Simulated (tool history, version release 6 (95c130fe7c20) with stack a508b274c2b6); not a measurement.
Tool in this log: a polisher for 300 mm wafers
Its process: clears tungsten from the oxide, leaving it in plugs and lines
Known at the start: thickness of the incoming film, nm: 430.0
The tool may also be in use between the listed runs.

run  hour  flow of slurry (ml/min)  pressure of the wafer on the pad (psi)  speed of the pad under the wafer (m/s)  abrasive content of the slurry  overpolish time after the end point (s)  time until the end point was called (s)
  1     0                      305                                     3.4                                    1.26                               1                                        9                                   80.544
  2   4.5                      305                                     3.4                                    1.46                               1                                        9                                   69.475
  3     7                      305                                     3.4                                    1.32                               1                                        9                                   76.823
  4   8.1                      365                                     3.4                                    1.32                               1                                        9                                   76.116
  5    15                      310                                     3.4                                    1.32                               1                                        9                                   76.262
  6  23.6                      310                                     3.2                                    1.32                               1                                        9                                   81.126
  7  27.1                      310                                     3.1                                    1.32                               1                                        9                                   84.323
  8  28.7                      310                                       3                                    1.32                               1                                        9                                   85.732
  9  37.4                      310                                     2.9                                    1.32                               1                                        9                                    90.21
 10  44.9                      310                                     2.9                                    1.32                               1                                        9                                    92.06
 11  45.7                      310                                     2.8                                    1.32                               1                                        9                                   91.526

What does the tool deliver on the next run?
 12    52                      310                                     2.7                                    1.32                               1                                        9                                        ?

{"run 12": {"time until the end point was called (s)": 95.676}}
